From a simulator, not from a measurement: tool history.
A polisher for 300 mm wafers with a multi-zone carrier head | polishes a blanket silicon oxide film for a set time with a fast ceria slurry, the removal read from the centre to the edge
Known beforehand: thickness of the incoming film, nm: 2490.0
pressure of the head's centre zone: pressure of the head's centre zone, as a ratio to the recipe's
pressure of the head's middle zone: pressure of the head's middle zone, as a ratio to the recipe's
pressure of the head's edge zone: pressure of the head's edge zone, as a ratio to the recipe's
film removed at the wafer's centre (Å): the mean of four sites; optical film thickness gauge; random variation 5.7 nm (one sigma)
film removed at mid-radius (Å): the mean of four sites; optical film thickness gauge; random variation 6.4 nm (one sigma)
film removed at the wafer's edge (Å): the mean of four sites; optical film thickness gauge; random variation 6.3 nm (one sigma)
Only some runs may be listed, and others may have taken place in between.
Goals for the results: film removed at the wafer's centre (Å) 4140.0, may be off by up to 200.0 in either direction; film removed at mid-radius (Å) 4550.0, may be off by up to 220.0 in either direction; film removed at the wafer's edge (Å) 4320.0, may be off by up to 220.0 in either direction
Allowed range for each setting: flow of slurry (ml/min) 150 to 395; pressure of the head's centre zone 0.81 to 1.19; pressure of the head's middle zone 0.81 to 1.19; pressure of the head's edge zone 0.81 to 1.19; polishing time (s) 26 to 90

run  hour  flow of slurry (ml/min)  pressure of the head's centre zone  pressure of the head's middle zone  pressure of the head's edge zone  polishing time (s)  film removed at the wafer's centre (Å)  film removed at mid-radius (Å)  film removed at the wafer's edge (Å)
  1   0.0                      250                                1.00                                1.00                              1.00                  58                                  7090.7                          7007.5                                6847.3
  2   8.7                      315                                1.00                                1.00                              1.00                  58                                  7207.8                          7027.8                                7150.4
  3  17.6                      315                                1.00                                1.00                              1.00                  44                                  5489.0                          5382.8                                5439.6
  4  20.9                      315                                1.05                                1.00                              1.00                  44                                  5880.6                          5475.1                                5579.4
  5  24.1                      315                                1.05                                1.00                              1.00                  56                                  7507.5                          6895.7                                6914.5
  6  29.4                      315                                1.05                                1.00                              1.00                  44                                  5974.3                          5463.4                                5456.2
  7  30.4                      305                                1.01                                1.00                              0.97                  42                                  5402.7                          5203.2                                5051.0
  8  32.0                      300                                0.97                                0.99                              0.95                  41                                  4981.9                          5030.6                                4761.7
  9  38.5                      300                                0.94                                0.98                              0.94                  41                                  4824.7                          4958.6                                4955.3
 10  43.9                      290                                0.92                                0.98                              0.92                  40                                  4572.4                          4831.1                                4783.1
 11  45.1                      285                                0.91                                0.98                              0.90                  39                                  4375.4                          4817.1                                4496.7
 12  51.0                      285                                0.90                                0.97                              0.89                  39                                  4366.3                          4665.1                                4503.7
 13  55.2                      285                                0.90                                0.97                              0.89                  39                                  4402.1                          4636.0                                4507.1

Exercise: of the 4 proposed moves below, exactly one satisfies all targets within the stated allowed misses. Which move is it?
  A  59.4                      340                                1.02                                0.91                              0.90                  37                                       ?                               ?                                     ?
  B  59.4                      295                                0.88                                0.97                              0.87                  38                                       ?                               ?                                     ?
  C  59.4                      255                                1.02                                1.10                              0.90                  38                                       ?                               ?                                     ?
  D  59.4                      305                                0.97                                0.90                              0.95                  41                                       ?                               ?                                     ?

move  film removed at the wafer's centre (Å)  film removed at mid-radius (Å)  film removed at the wafer's edge (Å)
   A                                  4894.9                          4203.5                                4373.3
   B                                  4270.6                          4497.2                                4374.4
   C                                  4874.2                          4921.5                                4381.9
   D                                  5099.2                          4570.4                                4932.0
A: the biggest miss grows against the last run
B: each result inside its tolerance
C: the biggest miss grows against the last run
D: the biggest miss grows against the last run
Answer: B
